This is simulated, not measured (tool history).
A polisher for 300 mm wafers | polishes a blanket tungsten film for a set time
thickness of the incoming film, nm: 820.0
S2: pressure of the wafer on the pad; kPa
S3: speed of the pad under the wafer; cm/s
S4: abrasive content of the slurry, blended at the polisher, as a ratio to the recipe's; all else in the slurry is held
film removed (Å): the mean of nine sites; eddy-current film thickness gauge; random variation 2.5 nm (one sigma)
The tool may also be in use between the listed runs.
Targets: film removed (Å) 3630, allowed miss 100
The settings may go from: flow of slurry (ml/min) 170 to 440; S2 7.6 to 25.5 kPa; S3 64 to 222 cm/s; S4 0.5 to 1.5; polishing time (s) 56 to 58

{"run": 1, "hour": 0.0, "flow of slurry (ml/min)": 280, "S2": 16.5, "S3": 142, "S4": 1, "polishing time (s)": 56, "film removed (Å)": 2067.5}
{"run": 2, "hour": 7.6, "flow of slurry (ml/min)": 280, "S2": 18.6, "S3": 142, "S4": 1, "polishing time (s)": 56, "film removed (Å)": 2316}
{"run": 3, "hour": 15.1, "flow of slurry (ml/min)": 280, "S2": 20, "S3": 144, "S4": 1, "polishing time (s)": 56, "film removed (Å)": 2523.8}
{"run": 4, "hour": 15.7, "flow of slurry (ml/min)": 280, "S2": 21.4, "S3": 146, "S4": 1, "polishing time (s)": 56, "film removed (Å)": 2707.2}
{"run": 5, "hour": 18.6, "flow of slurry (ml/min)": 280, "S2": 24.1, "S3": 146, "S4": 1, "polishing time (s)": 56, "film removed (Å)": 3029.9}
{"run": 6, "hour": 27.3, "flow of slurry (ml/min)": 340, "S2": 24.1, "S3": 146, "S4": 1, "polishing time (s)": 56, "film removed (Å)": 3157.3}
{"run": 7, "hour": 28.3, "flow of slurry (ml/min)": 340, "S2": 24.1, "S3": 146, "S4": 1, "polishing time (s)": 56, "film removed (Å)": 3118.3}
{"hour": 31.3, "done": "slurry nozzle cleaned"}
{"run": 8, "hour": 31.3, "flow of slurry (ml/min)": 340, "S2": 24.1, "S3": 150, "S4": 1, "polishing time (s)": 56, "film removed (Å)": 3346.5}
{"run": 9, "hour": 37.3, "flow of slurry (ml/min)": 355, "S2": 24.1, "S3": 150, "S4": 1, "polishing time (s)": 56, "film removed (Å)": 3382.7}
{"run": 10, "hour": 45.0, "flow of slurry (ml/min)": 365, "S2": 24.1, "S3": 150, "S4": 1, "polishing time (s)": 56, "film removed (Å)": 3363.4}

Which of these 4 next moves meets every target?
{"run": "A", "hour": 52.7, "flow of slurry (ml/min)": 365, "S2": 22.8, "S3": 168, "S4": 1.15, "polishing time (s)": 58, "film removed (Å)": "?"}
{"run": "B", "hour": 52.7, "flow of slurry (ml/min)": 435, "S2": 22.8, "S3": 156, "S4": 1.3, "polishing time (s)": 56, "film removed (Å)": "?"}
{"run": "C", "hour": 52.7, "flow of slurry (ml/min)": 315, "S2": 20.7, "S3": 166, "S4": 1.05, "polishing time (s)": 58, "film removed (Å)": "?"}
{"run": "D", "hour": 52.7, "flow of slurry (ml/min)": 365, "S2": 25.5, "S3": 148, "S4": 1.2, "polishing time (s)": 58, "film removed (Å)": "?"}

move=A film_removed_(Å)=3862.2
move=B film_removed_(Å)=3643.8
move=C film_removed_(Å)=3343.6
move=D film_removed_(Å)=3865.4
A: takes the result that was furthest off past its target
B: meets every target
C: further off than the last run
D: takes the result that was furthest off past its target
Answer: B
